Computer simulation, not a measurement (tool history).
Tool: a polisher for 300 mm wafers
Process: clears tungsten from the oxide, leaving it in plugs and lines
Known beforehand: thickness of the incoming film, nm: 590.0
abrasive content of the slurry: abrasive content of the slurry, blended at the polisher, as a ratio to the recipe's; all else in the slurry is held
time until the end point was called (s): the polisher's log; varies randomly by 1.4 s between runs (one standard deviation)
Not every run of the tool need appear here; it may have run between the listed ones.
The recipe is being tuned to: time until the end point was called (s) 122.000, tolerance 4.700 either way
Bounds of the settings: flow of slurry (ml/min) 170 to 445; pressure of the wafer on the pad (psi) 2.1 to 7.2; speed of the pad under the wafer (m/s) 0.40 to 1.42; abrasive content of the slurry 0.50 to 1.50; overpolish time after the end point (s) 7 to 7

run,hour,flow of slurry (ml/min),pressure of the wafer on the pad (psi),speed of the pad under the wafer (m/s),abrasive content of the slurry,overpolish time after the end point (s),time until the end point was called (s)
1,0.0,285,4.6,0.90,1.00,7,98.803
2,3.6,285,4.5,0.90,1.00,7,96.214
3,11.0,285,4.3,0.90,1.00,7,101.570
4,16.5,285,4.3,1.02,1.00,7,94.218
5,21.2,285,4.1,1.02,1.00,7,92.823
6,28.0,285,5.0,1.02,1.00,7,83.147
7,32.8,285,4.6,1.02,1.00,7,85.997
8,40.0,285,4.3,1.02,1.00,7,89.281
9,45.0,285,4.0,1.02,1.00,7,96.025

Exercise: of the 4 proposed moves below, exactly one satisfies all targets within the stated allowed misses. Which move is it?
A,50.0,295,4.0,0.74,1.10,7,?
B,50.0,285,4.0,0.88,1.05,7,?
C,50.0,430,2.6,0.84,1.20,7,?
D,50.0,260,3.6,0.74,0.95,7,?

move,time until the end point was called (s)
A,121.960
B,108.070
C,134.400
D,135.670
A: meets every target
B: gains on the last run, yet a result remains outside its allowed miss
C: moves the result that the last run missed by most past its target, out the other side
D: moves the result that the last run missed by most past its target, out the other side
Go with A: it meets all targets.
